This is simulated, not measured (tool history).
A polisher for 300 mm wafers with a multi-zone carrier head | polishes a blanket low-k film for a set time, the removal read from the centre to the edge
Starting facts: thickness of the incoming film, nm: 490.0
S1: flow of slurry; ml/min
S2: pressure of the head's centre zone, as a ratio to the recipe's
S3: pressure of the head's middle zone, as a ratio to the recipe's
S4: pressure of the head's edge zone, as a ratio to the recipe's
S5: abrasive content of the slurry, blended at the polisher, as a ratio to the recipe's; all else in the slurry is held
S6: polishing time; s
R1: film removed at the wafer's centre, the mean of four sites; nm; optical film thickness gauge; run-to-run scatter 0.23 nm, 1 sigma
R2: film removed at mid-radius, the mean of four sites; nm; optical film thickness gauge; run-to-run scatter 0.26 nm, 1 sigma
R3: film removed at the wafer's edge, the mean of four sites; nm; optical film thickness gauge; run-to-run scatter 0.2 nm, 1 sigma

| run | hour | S1 | S2 | S3 | S4 | S5 | S6 | R1 | R2 | R3 |
|---|---|---|---|---|---|---|---|---|---|---|
| 1 | 0.0 | 300 | 1.00 | 1.00 | 1.00 | 1.00 | 42 | 17.859 | 18.155 | 18.473 |
| 2 | 6.0 | 300 | 1.00 | 1.04 | 1.00 | 1.00 | 42 | 18.429 | 18.350 | 18.177 |
| 3 | 12.1 | 305 | 0.97 | 1.06 | 1.02 | 1.10 | 42 | 18.214 | 19.569 | 18.758 |
| 4 | 13.8 | 305 | 0.97 | 1.00 | 1.02 | 1.10 | 42 | 18.165 | 18.376 | 18.835 |
| 5 | 16.0 | 305 | 0.97 | 1.08 | 1.02 | 1.10 | 42 | 18.204 | 19.707 | 18.668 |
| 6 | 19.2 | 300 | 0.96 | 1.08 | 1.05 | 1.20 | 42 | 18.726 | 19.931 | 19.415 |
| 7 | 20.8 | 305 | 0.94 | 1.09 | 1.07 | 1.25 | 42 | 18.397 | 20.590 | 20.048 |
| 8 | 29.7 | 315 | 0.94 | 1.10 | 1.09 | 1.30 | 42 | 18.774 | 21.261 | 20.281 |
| 9 | 31.4 | 315 | 0.94 | 1.10 | 1.10 | 1.35 | 42 | 18.435 | 21.546 | 20.988 |

Predict the results of run 10:
| 10 | 36.6 | 320 | 0.96 | 1.10 | 1.10 | 1.35 | 42 | ? | ? | ? |

R1: 19.092 nm
R2: 21.211 nm
R3: 21.043 nm
